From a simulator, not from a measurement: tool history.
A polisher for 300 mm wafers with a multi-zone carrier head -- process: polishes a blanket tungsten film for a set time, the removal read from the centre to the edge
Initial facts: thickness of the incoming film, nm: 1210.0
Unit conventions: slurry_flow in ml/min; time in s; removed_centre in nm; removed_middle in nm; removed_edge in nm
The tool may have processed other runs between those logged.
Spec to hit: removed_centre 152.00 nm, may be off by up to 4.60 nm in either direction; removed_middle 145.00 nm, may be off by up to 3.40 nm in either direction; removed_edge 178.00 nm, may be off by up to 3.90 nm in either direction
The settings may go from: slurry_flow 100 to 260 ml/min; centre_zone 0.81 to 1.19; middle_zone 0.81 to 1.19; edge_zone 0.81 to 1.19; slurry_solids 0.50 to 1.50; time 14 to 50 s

| run | hour | slurry_flow | centre_zone | middle_zone | edge_zone | slurry_solids | time | removed_centre | removed_middle | removed_edge |
|---|---|---|---|---|---|---|---|---|---|---|
| 1 | 0.0 | 165 | 1.00 | 1.00 | 1.00 | 1.00 | 32 | 134.62 | 136.86 | 138.60 |
| 2 | 7.3 | 180 | 0.99 | 0.96 | 1.06 | 1.10 | 32 | 139.12 | 135.09 | 147.95 |
| 3 | 14.4 | 195 | 0.97 | 0.95 | 1.10 | 1.20 | 32 | 142.09 | 139.06 | 152.43 |
| 4 | 21.0 | 190 | 0.95 | 0.92 | 1.13 | 1.30 | 33 | 142.72 | 139.20 | 159.86 |
| 5 | 25.1 | 190 | 0.95 | 0.92 | 1.13 | 1.30 | 37 | 162.98 | 157.30 | 183.17 |
| 6 | 32.0 | 175 | 0.95 | 0.91 | 1.13 | 1.30 | 37 | 162.86 | 154.54 | 180.59 |
| 7 | 35.2 | 165 | 0.94 | 0.90 | 1.14 | 1.30 | 37 | 155.63 | 152.26 | 179.56 |
| 8 | 40.9 | 160 | 0.94 | 0.89 | 1.14 | 1.30 | 37 | 156.57 | 151.84 | 181.61 |
| 9 | 45.6 | 155 | 0.94 | 0.88 | 1.13 | 1.30 | 37 | 155.43 | 149.40 | 179.96 |

Next run, 4 choices. One meets every target within its allowed miss, the rest don't. Which?
| A | 50.3 | 200 | 0.93 | 0.89 | 1.07 | 1.05 | 39 | ? | ? | ? |
| B | 50.3 | 100 | 0.97 | 0.94 | 1.17 | 1.50 | 37 | ? | ? | ? |
| C | 50.3 | 140 | 0.87 | 0.87 | 1.17 | 1.30 | 37 | ? | ? | ? |
| D | 50.3 | 115 | 0.95 | 0.88 | 1.15 | 1.35 | 38 | ? | ? | ? |

| move | removed_centre | removed_middle | removed_edge |
|---|---|---|---|
| A | 160.67 | 157.75 | 180.76 |
| B | 152.19 | 152.14 | 178.85 |
| C | 141.35 | 146.71 | 180.56 |
| D | 153.86 | 148.18 | 181.21 |
A: its largest miss is bigger than the last run's
B: its largest miss is bigger than the last run's
C: the furthest-off result lands on target, but another misses its tolerance
D: all results land within tolerance of their targets
Go with D: it meets all targets.
